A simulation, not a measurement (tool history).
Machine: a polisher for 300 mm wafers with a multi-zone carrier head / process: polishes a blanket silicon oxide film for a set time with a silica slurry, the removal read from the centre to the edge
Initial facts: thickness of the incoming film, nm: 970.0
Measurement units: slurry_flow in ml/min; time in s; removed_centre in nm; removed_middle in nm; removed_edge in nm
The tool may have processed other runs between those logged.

| run | hour | slurry_flow | centre_zone | middle_zone | edge_zone | slurry_solids | time | removed_centre | removed_middle | removed_edge |
|---|---|---|---|---|---|---|---|---|---|---|
| 1 | 0.0 | 140 | 1.00 | 1.00 | 1.00 | 1.00 | 57 | 228.75 | 242.58 | 228.13 |
| 2 | 4.2 | 140 | 1.00 | 1.00 | 1.00 | 0.80 | 57 | 214.76 | 227.19 | 217.34 |
| 3 | 9.7 | 140 | 1.00 | 1.06 | 1.00 | 0.80 | 57 | 213.60 | 233.70 | 213.35 |
| 4 | 18.6 | 140 | 1.00 | 1.06 | 1.00 | 0.80 | 65 | 247.44 | 270.12 | 238.74 |
| 5 | 21.6 | 150 | 0.99 | 1.05 | 1.04 | 0.85 | 65 | 250.23 | 277.57 | 256.32 |
| 6 | 28.9 | 150 | 0.99 | 1.05 | 0.99 | 0.85 | 65 | 249.62 | 276.22 | 253.77 |

Expected results for the next run?
| 7 | 37.1 | 160 | 0.99 | 1.05 | 1.00 | 0.85 | 65 | ? | ? | ? |

removed_centre: 257.89 nm
removed_middle: 280.87 nm
removed_edge: 257.36 nm
